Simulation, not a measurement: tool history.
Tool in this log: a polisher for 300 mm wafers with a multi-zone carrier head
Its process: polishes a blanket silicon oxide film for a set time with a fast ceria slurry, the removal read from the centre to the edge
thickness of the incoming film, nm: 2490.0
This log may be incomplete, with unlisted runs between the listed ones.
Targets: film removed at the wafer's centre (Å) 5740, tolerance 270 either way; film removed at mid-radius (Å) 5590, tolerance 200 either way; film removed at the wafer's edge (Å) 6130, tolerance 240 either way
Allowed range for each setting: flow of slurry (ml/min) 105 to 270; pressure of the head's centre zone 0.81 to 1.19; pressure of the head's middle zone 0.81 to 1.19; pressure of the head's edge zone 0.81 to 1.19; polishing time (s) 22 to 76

| run | hour | flow of slurry (ml/min) | pressure of the head's centre zone | pressure of the head's middle zone | pressure of the head's edge zone | polishing time (s) | film removed at the wafer's centre (Å) | film removed at mid-radius (Å) | film removed at the wafer's edge (Å) |
|---|---|---|---|---|---|---|---|---|---|
| 1 | 0 | 175 | 1 | 1 | 1 | 49 | 7585.1 | 7704.2 | 7343.8 |
| 2 | 4.5 | 165 | 0.97 | 0.95 | 0.99 | 47 | 7022.6 | 6718.5 | 6972.3 |
| 3 | 9.2 | 165 | 0.97 | 0.95 | 0.99 | 52 | 7434.2 | 7700.5 | 7764.6 |
| 4 | 17.5 | 165 | 0.92 | 0.95 | 0.99 | 52 | 7381.7 | 7714.5 | 7862.2 |
| 5 | 22.8 | 155 | 0.9 | 0.93 | 0.96 | 49 | 6558 | 6981.8 | 7159 |
| 6 | 28 | 155 | 0.9 | 0.93 | 1.03 | 49 | 6517 | 6962.8 | 7240.8 |
| 7 | 29.5 | 150 | 0.91 | 0.92 | 1.02 | 47 | 6495.7 | 6654.7 | 6990.9 |
| 8 | 37.3 | 145 | 0.9 | 0.91 | 1.01 | 45 | 6102.2 | 6162.9 | 6550 |
| 9 | 40.4 | 140 | 0.9 | 0.9 | 1 | 45 | 5994.6 | 5997.7 | 6548.9 |
| 10 | 45.7 | 135 | 0.9 | 0.9 | 0.99 | 44 | 5695.7 | 5880.8 | 6395.2 |

Below are 4 possible settings for the next run. Only one of them brings all results inside the allowed miss of their targets. Which is it?
| A | 51 | 160 | 1.04 | 0.93 | 0.9 | 39 | ? | ? | ? |
| B | 51 | 155 | 0.93 | 0.88 | 1 | 41 | ? | ? | ? |
| C | 51 | 130 | 0.92 | 0.81 | 1.01 | 47 | ? | ? | ? |
| D | 51 | 105 | 0.87 | 0.92 | 1.03 | 44 | ? | ? | ? |

| move | film removed at the wafer's centre (Å) | film removed at mid-radius (Å) | film removed at the wafer's edge (Å) |
|---|---|---|---|
| A | 6055.9 | 5580.4 | 5574.9 |
| B | 5644.5 | 5569.3 | 6101.4 |
| C | 6106.8 | 5724 | 6827 |
| D | 5029.6 | 5586.1 | 6160.2 |
A: puts the biggest miss on target and leaves a different result outside tolerance
B: every result within its allowed miss
C: puts the biggest miss on target and leaves a different result outside tolerance
D: puts the biggest miss on target and leaves a different result outside tolerance
Correct choice: B, which meets every target
